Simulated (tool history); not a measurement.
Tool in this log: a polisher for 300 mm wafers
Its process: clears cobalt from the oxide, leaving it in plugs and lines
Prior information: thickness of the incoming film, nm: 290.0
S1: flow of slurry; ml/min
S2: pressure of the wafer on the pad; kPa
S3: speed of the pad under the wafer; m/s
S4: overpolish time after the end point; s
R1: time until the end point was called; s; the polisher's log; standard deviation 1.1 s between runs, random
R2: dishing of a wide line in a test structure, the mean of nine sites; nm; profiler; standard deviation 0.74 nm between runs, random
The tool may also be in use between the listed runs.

run 1 day=0 | S1=225 S2=15.2 S3=1.12 S4=22 | R1=37.908 R2=49.065
run 2 day=0.146 | S1=225 S2=16.5 S3=1.12 S4=22 | R1=34.991 R2=48.814
run 3 day=0.321 | S1=210 S2=16.5 S3=1.02 S4=20 | R1=37.074 R2=46.463
run 4 day=0.442 | S1=210 S2=16.5 S3=0.88 S4=20 | R1=42.212 R2=47.222
run 5 day=0.483 | S1=210 S2=19.3 S3=0.88 S4=20 | R1=36.307 R2=47.775
run 6 day=0.671 | S1=210 S2=19.3 S3=0.7 S4=20 | R1=45.3 R2=46.238
run 7 day=0.908 | S1=200 S2=18.6 S3=0.68 S4=18 | R1=48.405 R2=42.661
run 8 day=1.062 | S1=190 S2=18.6 S3=0.68 S4=16 | R1=47.983 R2=39.978

Forecast run 9:
run 9 day=1.329 | S1=185 S2=17.9 S3=0.68 S4=15 | R1=? R2=?

R1: 50.027 s
R2: 38.762 nm

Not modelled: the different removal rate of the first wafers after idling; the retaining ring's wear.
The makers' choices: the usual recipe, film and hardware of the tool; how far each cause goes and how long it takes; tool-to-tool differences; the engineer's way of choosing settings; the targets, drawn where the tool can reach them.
